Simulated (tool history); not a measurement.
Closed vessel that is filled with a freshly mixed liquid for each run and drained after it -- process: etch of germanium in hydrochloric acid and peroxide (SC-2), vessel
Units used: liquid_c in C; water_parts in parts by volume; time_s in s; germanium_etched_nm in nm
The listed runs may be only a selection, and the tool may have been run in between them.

run	hour	liquid_c	water_parts	time_s	germanium_etched_nm
1	0	50	7.5	100	187.16
2	3.8	50	6	100	190.2
3	8.7	50	6	105	198.75
4	17.5	50	8	105	197.38
5	24.8	50	6.5	105	199.27
6	30.5	50	6.5	105	198.41
7	32.9	47	6.5	105	180.43

Run 8 comes next. What will it give?
8	34.5	45	6.5	105	?

germanium_etched_nm: 168.66 nm
